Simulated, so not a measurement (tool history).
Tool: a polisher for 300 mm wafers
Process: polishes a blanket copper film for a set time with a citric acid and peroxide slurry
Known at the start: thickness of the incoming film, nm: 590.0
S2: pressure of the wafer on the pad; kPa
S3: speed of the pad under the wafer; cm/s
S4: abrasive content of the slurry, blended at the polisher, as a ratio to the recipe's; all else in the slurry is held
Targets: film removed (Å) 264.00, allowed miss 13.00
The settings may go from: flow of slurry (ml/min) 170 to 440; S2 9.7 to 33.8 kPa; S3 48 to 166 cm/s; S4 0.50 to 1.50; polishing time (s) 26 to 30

Run 1, hour 0.0: flow of slurry (ml/min) 280, S2 21.4 kPa, S3 106 cm/s, S4 1.00, polishing time (s) 30. Result: film removed (Å) 622.21.
Run 2, hour 3.4: flow of slurry (ml/min) 280, S2 21.4 kPa, S3 130 cm/s, S4 1.00, polishing time (s) 30. Result: film removed (Å) 772.48.
Run 3, hour 4.8: flow of slurry (ml/min) 280, S2 26.2 kPa, S3 130 cm/s, S4 1.00, polishing time (s) 30. Result: film removed (Å) 923.15.
Run 4, hour 6.9: flow of slurry (ml/min) 280, S2 26.2 kPa, S3 130 cm/s, S4 1.00, polishing time (s) 30. Result: film removed (Å) 928.71.
Run 5, hour 13.8: flow of slurry (ml/min) 280, S2 26.2 kPa, S3 130 cm/s, S4 1.00, polishing time (s) 26. Result: film removed (Å) 802.06.
Run 6, hour 19.7: flow of slurry (ml/min) 275, S2 21.4 kPa, S3 112 cm/s, S4 0.95, polishing time (s) 26. Result: film removed (Å) 559.32.
Run 7, hour 22.8: flow of slurry (ml/min) 270, S2 17.9 kPa, S3 102 cm/s, S4 0.95, polishing time (s) 26. Result: film removed (Å) 435.92.
Run 8, hour 29.1: flow of slurry (ml/min) 265, S2 15.2 kPa, S3 98 cm/s, S4 0.95, polishing time (s) 26. Result: film removed (Å) 369.34.
Run 9, hour 32.0: flow of slurry (ml/min) 265, S2 9.7 kPa, S3 86 cm/s, S4 0.95, polishing time (s) 26. Result: film removed (Å) 208.50.
Run 10, hour 39.0: flow of slurry (ml/min) 265, S2 13.1 kPa, S3 86 cm/s, S4 0.95, polishing time (s) 26. Result: film removed (Å) 282.44.

5 next moves are on the table. One of them brings every result within its allowed miss. Which?
Run A, hour 46.0: flow of slurry (ml/min) 245, S2 12.4 kPa, S3 74 cm/s, S4 1.05, polishing time (s) 26. Result: film removed (Å) ?.
Run B, hour 46.0: flow of slurry (ml/min) 240, S2 11.7 kPa, S3 78 cm/s, S4 0.90, polishing time (s) 26. Result: film removed (Å) ?.
Run C, hour 46.0: flow of slurry (ml/min) 255, S2 11.7 kPa, S3 78 cm/s, S4 1.15, polishing time (s) 26. Result: film removed (Å) ?.
Run D, hour 46.0: flow of slurry (ml/min) 255, S2 9.7 kPa, S3 110 cm/s, S4 0.95, polishing time (s) 26. Result: film removed (Å) ?.
Run E, hour 46.0: flow of slurry (ml/min) 325, S2 17.2 kPa, S3 68 cm/s, S4 0.70, polishing time (s) 30. Result: film removed (Å) ?.

move  film removed (Å)
   A            231.78
   B            225.55
   C            233.82
   D            259.57
   E            327.71
A: takes the result that was furthest off past its target
B: takes the result that was furthest off past its target
C: takes the result that was furthest off past its target
D: meets every target
E: further off than the last run
The right move is D.

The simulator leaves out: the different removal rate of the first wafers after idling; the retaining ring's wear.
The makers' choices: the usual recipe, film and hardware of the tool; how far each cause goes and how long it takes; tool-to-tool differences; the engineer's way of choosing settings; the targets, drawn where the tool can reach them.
